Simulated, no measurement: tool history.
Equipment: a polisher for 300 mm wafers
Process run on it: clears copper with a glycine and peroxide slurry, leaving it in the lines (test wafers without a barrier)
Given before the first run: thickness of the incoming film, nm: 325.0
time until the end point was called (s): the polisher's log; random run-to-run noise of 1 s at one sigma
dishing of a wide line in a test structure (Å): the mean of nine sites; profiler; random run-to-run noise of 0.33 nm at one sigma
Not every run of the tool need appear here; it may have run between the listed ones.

run  hour  flow of slurry (ml/min)  pressure of the wafer on the pad (kPa)  speed of the pad under the wafer (cm/s)  overpolish time after the end point (s)  time until the end point was called (s)  dishing of a wide line in a test structure (Å)
  1   0.0                      245                                    13.1                                       90                                       12                                   90.052                                          326.28
  2   1.3                      245                                    13.1                                       82                                       12                                   97.177                                          301.88
  3   9.0                      245                                    15.2                                       82                                       12                                   86.325                                          334.87
  4  10.3                      245                                    15.2                                       82                                       15                                   87.105                                          409.02
  5  14.2                      225                                    15.2                                       82                                       15                                   85.428                                          402.33
  6  21.8                      215                                    14.5                                       82                                       13                                   91.518                                          345.60

Predict the results of run 7:
     26.3  -- worn pad replaced by a new one
  7  26.3                      225                                    14.5                                       82                                       12                                        ?                                               ?

time until the end point was called (s): 80.300
dishing of a wide line in a test structure (Å): 362.86
